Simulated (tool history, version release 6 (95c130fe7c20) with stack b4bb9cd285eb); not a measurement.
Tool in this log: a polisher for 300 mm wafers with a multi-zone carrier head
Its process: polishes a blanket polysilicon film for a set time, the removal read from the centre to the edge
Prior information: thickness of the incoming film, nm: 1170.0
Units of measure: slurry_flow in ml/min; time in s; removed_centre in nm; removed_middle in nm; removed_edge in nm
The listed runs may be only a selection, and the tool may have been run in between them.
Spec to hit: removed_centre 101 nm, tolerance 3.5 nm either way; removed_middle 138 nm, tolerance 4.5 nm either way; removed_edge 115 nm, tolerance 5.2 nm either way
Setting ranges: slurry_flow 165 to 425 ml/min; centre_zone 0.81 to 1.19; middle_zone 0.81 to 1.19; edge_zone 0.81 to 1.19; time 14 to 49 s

run  hour  slurry_flow  centre_zone  middle_zone  edge_zone  time  removed_centre  removed_middle  removed_edge
  1     0          275            1            1          1    31           219.3          223.91        211.24
  2   7.9          275            1            1          1    24           167.6          172.95        168.27
  3  11.8          330            1            1          1    24          170.24          173.89        166.07
  4  20.8          365            1            1          1    24          167.77           177.8        165.82
  5  24.7          330            1            1          1    24          169.19          178.61        164.59
  6  27.8          340         0.97         1.01       0.99    22          151.54           161.2        148.85
  7  35.6          345         0.94         1.04       1.02    21          143.66          158.38        149.06
  8  43.8          360         0.91         1.07       1.02    20          127.58          159.86        141.87
  9  50.4          340         0.83         1.05       0.92    15           89.97          114.67        99.695
 10  52.4          340         0.84         1.07       0.94    15          89.342          118.12        99.398
 11  59.9          340         0.84         1.07       0.94    15          89.998           114.9        99.594
 12  64.8          355         0.86         1.17       1.04    18          111.58          150.33        127.36
 13  71.2          280         0.82         1.13       0.94    18          104.97          144.72        118.66

Of the 5 settings listed for the next run, only one would bring every result within its allowed miss of target. Which one?
  A  77.6          365         0.81          1.1       0.92    17               ?               ?             ?
  B  77.6          355         0.83         1.19        0.9    16               ?               ?             ?
  C  77.6          330         0.88         1.19        0.9    16               ?               ?             ?
  D  77.6          255         0.81         1.19       0.87    18               ?               ?             ?
  E  77.6          335         0.82         1.19       0.88    16               ?               ?             ?

move  removed_centre  removed_middle  removed_edge
   A           100.2          134.29        112.38
   B          96.327          134.97        104.42
   C          101.15          134.22        103.99
   D           102.9          147.95        113.39
   E          94.799          134.42        103.02
A: every result lands within tolerance
B: brings the result that was furthest off to its target, and leaves another outside
C: brings the result that was furthest off to its target, and leaves another outside
D: moves away from the targets compared with the last run
E: brings the result that was furthest off to its target, and leaves another outside
Move A is the one to make.
